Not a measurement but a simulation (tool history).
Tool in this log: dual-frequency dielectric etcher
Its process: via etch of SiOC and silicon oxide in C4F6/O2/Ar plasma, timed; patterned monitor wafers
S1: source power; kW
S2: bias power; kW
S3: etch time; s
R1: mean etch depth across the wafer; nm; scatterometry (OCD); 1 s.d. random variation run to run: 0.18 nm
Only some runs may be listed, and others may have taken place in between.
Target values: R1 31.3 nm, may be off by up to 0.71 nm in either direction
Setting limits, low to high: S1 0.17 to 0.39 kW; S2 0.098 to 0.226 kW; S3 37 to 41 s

run 1 hour=0 | S1=0.28 S2=0.162 S3=41 | R1=40.604
run 2 hour=2.8 | S1=0.25 S2=0.162 S3=41 | R1=37.763
run 3 hour=8.4 | S1=0.25 S2=0.176 S3=41 | R1=39.356
run 4 hour=10 | S1=0.24 S2=0.172 S3=41 | R1=37.822
run 5 hour=14.9 | S1=0.23 S2=0.17 S3=41 | R1=36.054
run 6 hour=17.9 | S1=0.22 S2=0.17 S3=41 | R1=35.435
run 7 hour=22.7 | S1=0.21 S2=0.17 S3=41 | R1=33.864
run 8 hour=27.7 | S1=0.2 S2=0.169 S3=41 | R1=32.603

Below are 5 possible settings for the next run. Only one of them brings all results inside the allowed miss of their targets. Which is it?
run A hour=32.7 | S1=0.19 S2=0.169 S3=41 | R1=?
run B hour=32.7 | S1=0.19 S2=0.169 S3=38.5 | R1=?
run C hour=32.7 | S1=0.2 S2=0.16 S3=37 | R1=?
run D hour=32.7 | S1=0.19 S2=0.158 S3=39.5 | R1=?
run E hour=32.7 | S1=0.18 S2=0.176 S3=40.5 | R1=?

move=A R1=31.187
move=B R1=29.286
move=C R1=28.883
move=D R1=29.382
move=E R1=29.37
A: hits every target within its allowed miss
B: carries the result that was furthest off beyond its target, to the other side
C: carries the result that was furthest off beyond its target, to the other side
D: carries the result that was furthest off beyond its target, to the other side
E: carries the result that was furthest off beyond its target, to the other side
A is the move that brings every result within its allowed miss.
